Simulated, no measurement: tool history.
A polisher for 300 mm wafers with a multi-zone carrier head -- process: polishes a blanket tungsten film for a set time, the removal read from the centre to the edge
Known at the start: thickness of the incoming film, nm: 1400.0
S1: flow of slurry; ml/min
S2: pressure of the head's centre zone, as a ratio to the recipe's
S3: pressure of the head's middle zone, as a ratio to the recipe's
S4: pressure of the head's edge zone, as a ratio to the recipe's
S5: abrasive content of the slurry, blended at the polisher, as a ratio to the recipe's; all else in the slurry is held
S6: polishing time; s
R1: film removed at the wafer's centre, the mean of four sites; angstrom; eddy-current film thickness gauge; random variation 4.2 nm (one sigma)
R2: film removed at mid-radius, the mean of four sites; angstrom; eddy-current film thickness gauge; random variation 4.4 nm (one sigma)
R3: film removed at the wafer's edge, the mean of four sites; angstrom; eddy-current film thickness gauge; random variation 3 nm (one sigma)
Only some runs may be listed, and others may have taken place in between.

run 1 day=0.000 | S1=315 S2=1.00 S3=1.00 S4=1.00 S5=1.00 S6=89 | R1=4251.5 R2=4293.7 R3=4223.0
run 2 day=0.033 | S1=315 S2=0.99 S3=0.99 S4=0.97 S5=0.85 S6=86 | R1=3880.3 R2=3750.5 R3=3770.9
run 3 day=0.262 | S1=280 S2=0.99 S3=0.99 S4=0.97 S5=0.85 S6=86 | R1=3806.0 R2=3713.9 R3=3815.6
run 4 day=0.433 | S1=280 S2=0.99 S3=0.99 S4=0.97 S5=0.85 S6=68 | R1=3088.2 R2=3053.5 R3=2922.1
run 5 day=0.792 | S1=280 S2=0.99 S3=0.99 S4=0.97 S5=0.85 S6=47 | R1=2032.7 R2=2043.5 R3=2087.3
run 6 day=0.896 | S1=280 S2=1.02 S3=1.01 S4=0.99 S5=1.05 S6=51 | R1=2526.3 R2=2431.5 R3=2434.9

What will run 7 give?
run 7 day=1.083 | S1=280 S2=1.02 S3=1.04 S4=1.02 S5=1.15 S6=52 | R1=? R2=? R3=?

{"run 7": {"R1": 2695.9, "R2": 2659.7, "R3": 2556.3}}

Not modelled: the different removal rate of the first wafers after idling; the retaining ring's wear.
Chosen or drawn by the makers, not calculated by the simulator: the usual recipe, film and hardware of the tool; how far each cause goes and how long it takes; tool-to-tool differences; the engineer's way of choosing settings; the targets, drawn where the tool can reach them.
